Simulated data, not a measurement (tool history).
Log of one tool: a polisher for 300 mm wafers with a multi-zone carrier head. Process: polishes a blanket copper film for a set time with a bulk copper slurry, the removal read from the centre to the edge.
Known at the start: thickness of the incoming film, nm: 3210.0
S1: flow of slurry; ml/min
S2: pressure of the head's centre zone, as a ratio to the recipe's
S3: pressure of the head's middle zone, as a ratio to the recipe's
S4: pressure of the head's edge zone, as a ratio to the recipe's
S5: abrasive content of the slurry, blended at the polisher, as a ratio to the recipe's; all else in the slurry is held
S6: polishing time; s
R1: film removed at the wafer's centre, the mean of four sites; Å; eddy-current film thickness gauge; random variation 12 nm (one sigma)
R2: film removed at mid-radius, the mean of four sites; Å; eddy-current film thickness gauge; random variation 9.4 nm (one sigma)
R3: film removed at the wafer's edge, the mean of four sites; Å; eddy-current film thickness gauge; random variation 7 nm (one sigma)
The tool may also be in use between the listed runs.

| run | hour | S1 | S2 | S3 | S4 | S5 | S6 | R1 | R2 | R3 |
|---|---|---|---|---|---|---|---|---|---|---|
| 1 | 0.0 | 205 | 1.00 | 1.00 | 1.00 | 1.00 | 76 | 8380.5 | 7507.8 | 7923.1 |
| 2 | 3.2 | 215 | 0.98 | 1.03 | 1.05 | 1.15 | 77 | 8709.9 | 8260.9 | 8425.1 |
| 3 | 11.4 | 215 | 0.98 | 1.03 | 1.09 | 1.15 | 77 | 8724.2 | 8267.9 | 8674.8 |
| 4 | 18.1 | 215 | 0.98 | 1.03 | 1.14 | 1.15 | 77 | 8409.5 | 8298.6 | 8911.6 |
| 5 | 22.7 | 225 | 0.97 | 1.03 | 1.16 | 1.25 | 78 | 8855.8 | 8559.9 | 9270.5 |
| 6 | 31.0 | 225 | 0.93 | 1.03 | 1.16 | 1.25 | 78 | 8497.0 | 8592.8 | 9237.5 |
| 7 | 33.9 | 230 | 0.93 | 1.04 | 1.17 | 1.30 | 79 | 9035.0 | 8913.9 | 9503.3 |
| 8 | 41.1 | 230 | 0.93 | 1.04 | 1.17 | 1.30 | 79 | 8905.1 | 8913.2 | 9650.7 |
| 9 | 47.3 | 240 | 0.92 | 1.05 | 1.18 | 1.35 | 79 | 8836.6 | 9041.7 | 9722.0 |
| 10 | 55.7 | 245 | 0.92 | 1.06 | 1.18 | 1.40 | 79 | 8981.6 | 9266.8 | 9789.1 |
| 11 | 56.7 | 250 | 0.92 | 1.06 | 1.18 | 1.45 | 80 | 9196.8 | 9482.6 | 10006.0 |

Run 12 comes next. What will it give?
| 12 | 58.6 | 255 | 0.92 | 1.06 | 1.18 | 1.45 | 80 | ? | ? | ? |

R1: 9412.7 Å
R2: 9287.2 Å
R3: 9978.7 Å
